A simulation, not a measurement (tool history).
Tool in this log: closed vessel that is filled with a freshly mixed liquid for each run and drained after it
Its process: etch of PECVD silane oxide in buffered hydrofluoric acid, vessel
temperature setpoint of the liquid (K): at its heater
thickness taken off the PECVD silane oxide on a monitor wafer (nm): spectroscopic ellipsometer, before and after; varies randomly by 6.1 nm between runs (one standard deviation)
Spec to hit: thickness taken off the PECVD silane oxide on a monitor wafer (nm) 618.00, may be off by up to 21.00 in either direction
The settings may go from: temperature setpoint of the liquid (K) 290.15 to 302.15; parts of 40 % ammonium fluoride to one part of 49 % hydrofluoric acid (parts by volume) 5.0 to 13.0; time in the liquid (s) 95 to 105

| run | hour | temperature setpoint of the liquid (K) | parts of 40 % ammonium fluoride to one part of 49 % hydrofluoric acid (parts by volume) | time in the liquid (s) | thickness taken off the PECVD silane oxide on a monitor wafer (nm) |
|---|---|---|---|---|---|
| 1 | 0.0 | 294.15 | 8.0 | 95 | 358.61 |
| 2 | 3.1 | 291.65 | 8.0 | 95 | 306.86 |
| 3 | 11.6 | 291.65 | 7.0 | 95 | 345.53 |
| 4 | 17.2 | 294.15 | 7.0 | 95 | 413.44 |
| 5 | 22.2 | 294.15 | 8.5 | 95 | 332.28 |
| 6 | 30.3 | 294.15 | 8.5 | 105 | 360.04 |
| 7 | 35.0 | 296.65 | 8.5 | 105 | 422.67 |
| 8 | 41.0 | 298.15 | 8.5 | 105 | 452.57 |
| 9 | 42.7 | 302.15 | 7.5 | 105 | 652.60 |

Of the 5 settings listed for the next run, only one would bring every result within its allowed miss of target. Which one?
| A | 44.4 | 300.65 | 6.5 | 105 | ? |
| B | 44.4 | 301.65 | 6.5 | 105 | ? |
| C | 44.4 | 302.15 | 7.0 | 100 | ? |
| D | 44.4 | 301.65 | 6.5 | 100 | ? |
| E | 44.4 | 298.65 | 6.5 | 105 | ? |

| move | thickness taken off the PECVD silane oxide on a monitor wafer (nm) |
|---|---|
| A | 679.35 |
| B | 716.80 |
| C | 657.50 |
| D | 682.67 |
| E | 609.56 |
A: moves away from the targets compared with the last run
B: moves away from the targets compared with the last run
C: moves away from the targets compared with the last run
D: moves away from the targets compared with the last run
E: each result inside its tolerance
E is the move that brings every result within its allowed miss.
